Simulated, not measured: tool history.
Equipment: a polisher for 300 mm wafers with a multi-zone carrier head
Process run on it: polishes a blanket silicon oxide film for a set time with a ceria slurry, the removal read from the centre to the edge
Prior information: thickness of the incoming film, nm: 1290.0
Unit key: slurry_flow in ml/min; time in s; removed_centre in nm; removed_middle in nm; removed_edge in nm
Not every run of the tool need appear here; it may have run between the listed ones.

run	hour	slurry_flow	centre_zone	middle_zone	edge_zone	time	removed_centre	removed_middle	removed_edge
1	0.0	210	1.00	1.00	1.00	61	226.68	225.68	235.50
2	2.7	170	1.00	1.00	1.00	61	219.76	220.02	226.87
3	5.9	170	1.00	1.00	1.04	61	220.39	223.24	226.13
4	6.5	125	1.00	1.00	1.04	61	216.78	213.06	225.71
5	13.7	135	1.03	1.00	1.07	65	236.90	231.33	245.91
6	20.0	160	1.07	1.01	1.08	67	259.20	244.40	260.65
7	25.7	185	1.10	1.03	1.10	68	274.88	257.02	265.70
8	33.6	200	1.11	1.03	1.12	69	281.63	261.84	270.80
9	34.8	205	1.12	1.03	1.13	70	293.66	261.33	274.97

What does the tool deliver on the next run?
10	42.8	205	1.12	1.04	1.14	71	?	?	?

removed_centre: 297.58 nm
removed_middle: 269.87 nm
removed_edge: 287.94 nm
